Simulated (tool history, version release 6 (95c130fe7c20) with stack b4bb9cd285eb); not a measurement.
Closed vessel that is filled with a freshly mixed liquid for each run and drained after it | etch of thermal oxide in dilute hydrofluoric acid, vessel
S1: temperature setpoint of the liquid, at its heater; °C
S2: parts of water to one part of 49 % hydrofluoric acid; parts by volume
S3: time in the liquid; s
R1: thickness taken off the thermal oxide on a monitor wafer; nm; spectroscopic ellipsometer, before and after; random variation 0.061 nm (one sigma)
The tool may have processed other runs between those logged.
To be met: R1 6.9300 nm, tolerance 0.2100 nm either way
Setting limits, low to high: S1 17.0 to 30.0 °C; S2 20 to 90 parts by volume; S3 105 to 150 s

run	hour	S1	S2	S3	R1
1	0.0	22.0	50	150	14.1430
2	7.2	24.5	50	150	15.7760
3	16.0	24.5	50	150	15.6100
4	24.2	23.5	55	150	13.6900
5	30.2	23.5	55	150	13.5940
6	35.2	23.5	55	150	13.6180
7	38.0	22.5	60	150	12.0230
8	41.0	21.5	65	150	10.4590
9	46.1	21.0	65	150	10.1420
10	48.9	20.5	65	150	9.9574

Pick the move, out of 4, that brings all results within their allowed miss; only one does.
A	51.7	20.0	65	105	?
B	51.7	17.5	80	140	?
C	51.7	21.0	75	110	?
D	51.7	19.0	85	135	?

move	R1
A	6.8282
B	6.5435
C	6.3877
D	6.2918
A: meets every target
B: carries the result that was furthest off beyond its target, to the other side
C: carries the result that was furthest off beyond its target, to the other side
D: carries the result that was furthest off beyond its target, to the other side
A meets every target.
